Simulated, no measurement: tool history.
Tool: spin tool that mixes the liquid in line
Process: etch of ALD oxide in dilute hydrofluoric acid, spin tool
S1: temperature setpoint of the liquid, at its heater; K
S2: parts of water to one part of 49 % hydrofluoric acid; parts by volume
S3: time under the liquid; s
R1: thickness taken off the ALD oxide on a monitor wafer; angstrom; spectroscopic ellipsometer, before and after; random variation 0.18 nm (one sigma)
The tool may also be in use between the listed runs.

{"run": 1, "hour": 0.0, "S1": 295.15, "S2": 95, "S3": 205, "R1": 348.04}
{"run": 2, "hour": 4.5, "S1": 295.15, "S2": 95, "S3": 205, "R1": 347.73}
{"run": 3, "hour": 7.3, "S1": 295.15, "S2": 95, "S3": 215, "R1": 363.29}
{"run": 4, "hour": 12.6, "S1": 294.15, "S2": 100, "S3": 215, "R1": 332.54}
{"run": 5, "hour": 15.8, "S1": 293.65, "S2": 105, "S3": 215, "R1": 306.28}
{"run": 6, "hour": 18.8, "S1": 293.65, "S2": 105, "S3": 205, "R1": 292.8}
{"run": 7, "hour": 22.1, "S1": 293.15, "S2": 105, "S3": 205, "R1": 288.61}
{"run": 8, "hour": 23.3, "S1": 292.65, "S2": 105, "S3": 205, "R1": 278.81}
{"run": 9, "hour": 26.0, "S1": 292.15, "S2": 105, "S3": 205, "R1": 274.58}
{"run": 10, "hour": 28.3, "S1": 291.65, "S2": 105, "S3": 205, "R1": 265.34}
{"run": 11, "hour": 33.6, "S1": 291.65, "S2": 105, "S3": 205, "R1": 264.39}
{"run": 12, "hour": 42.6, "S1": 291.15, "S2": 105, "S3": 205, "R1": 262.93}

Run 13 comes next. What will it give?
{"run": 13, "hour": 43.8, "S1": 290.65, "S2": 110, "S3": 205, "R1": "?"}

Run 13 gave R1 248.45 angstrom.
